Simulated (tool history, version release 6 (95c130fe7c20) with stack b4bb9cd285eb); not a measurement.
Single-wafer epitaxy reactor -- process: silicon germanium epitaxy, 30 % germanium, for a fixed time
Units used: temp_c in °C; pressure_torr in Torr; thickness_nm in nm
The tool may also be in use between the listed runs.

run 1 hour=0 | temp_c=575 pressure_torr=23.6 | thickness_nm=47.414
run 2 hour=8.8 | temp_c=575 pressure_torr=25.3 | thickness_nm=48.145
run 3 hour=12.4 | temp_c=571 pressure_torr=25.1 | thickness_nm=45.042
run 4 hour=16.8 | temp_c=567 pressure_torr=24.5 | thickness_nm=41.606
run 5 hour=20.8 | temp_c=564 pressure_torr=23.9 | thickness_nm=39.061
run 6 hour=28 | temp_c=564 pressure_torr=26.1 | thickness_nm=40.686
run 7 hour=32 | temp_c=562 pressure_torr=25.3 | thickness_nm=38.743
run 8 hour=40.6 | temp_c=560 pressure_torr=24.6 | thickness_nm=36.82
run 9 hour=48.9 | temp_c=558 pressure_torr=24.1 | thickness_nm=35.355
run 10 hour=50.1 | temp_c=557 pressure_torr=23.6 | thickness_nm=34.38
run 11 hour=52.9 | temp_c=556 pressure_torr=23.3 | thickness_nm=33.798
run 12 hour=53.7 | temp_c=555 pressure_torr=22.9 | thickness_nm=32.81
run 13 hour=58.3 | temp_c=554 pressure_torr=22.7 | thickness_nm=32.189
run 14 hour=62.6 | temp_c=553 pressure_torr=22.5 | thickness_nm=31.533
run 15 hour=68 | temp_c=553 pressure_torr=22.3 | thickness_nm=31.466
run 16 hour=73.7 | temp_c=553 pressure_torr=22.2 | thickness_nm=31.617
run 17 hour=81.9 | temp_c=553 pressure_torr=22 | thickness_nm=31.361

Run 18, settings as shown, results not yet in. Your forecast:
run 18 hour=89.1 | temp_c=553 pressure_torr=22 | thickness_nm=?

thickness_nm: 31.378 nm
